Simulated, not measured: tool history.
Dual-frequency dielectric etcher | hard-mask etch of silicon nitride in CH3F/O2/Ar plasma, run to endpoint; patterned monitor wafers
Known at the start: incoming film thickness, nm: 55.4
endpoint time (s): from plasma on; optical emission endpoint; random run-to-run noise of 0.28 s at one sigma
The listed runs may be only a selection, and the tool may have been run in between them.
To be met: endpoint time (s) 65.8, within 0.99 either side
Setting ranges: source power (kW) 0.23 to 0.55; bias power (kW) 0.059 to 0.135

| run | hour | source power (kW) | bias power (kW) | endpoint time (s) |
|---|---|---|---|---|
| 1 | 0 | 0.39 | 0.097 | 78.459 |
| 2 | 0.6 | 0.41 | 0.098 | 76.339 |
| 3 | 8.8 | 0.36 | 0.098 | 79.979 |
| 4 | 17.6 | 0.36 | 0.107 | 76.793 |
| 5 | 20.4 | 0.38 | 0.108 | 74.565 |
| 6 | 23.4 | 0.4 | 0.108 | 73.798 |
| 7 | 28.3 | 0.42 | 0.108 | 72.68 |
| 8 | 34.6 | 0.43 | 0.108 | 73.175 |
| 9 | 41.8 | 0.44 | 0.11 | 70.783 |
| 10 | 50.8 | 0.45 | 0.11 | 71.089 |

Of the 5 settings listed for the next run, only one would bring every result within its allowed miss of target. Which one?
| A | 59.8 | 0.51 | 0.12 | ? |
| B | 59.8 | 0.48 | 0.112 | ? |
| C | 59.8 | 0.46 | 0.083 | ? |
| D | 59.8 | 0.47 | 0.116 | ? |
| E | 59.8 | 0.39 | 0.128 | ? |

| move | endpoint time (s) |
|---|---|
| A | 65.205 |
| B | 68.56 |
| C | 79.978 |
| D | 67.865 |
| E | 68.367 |
A: all results in spec
B: closes in on the targets versus the last run, not all within tolerance yet
C: the biggest miss grows against the last run
D: closes in on the targets versus the last run, not all within tolerance yet
E: closes in on the targets versus the last run, not all within tolerance yet
A meets every target.
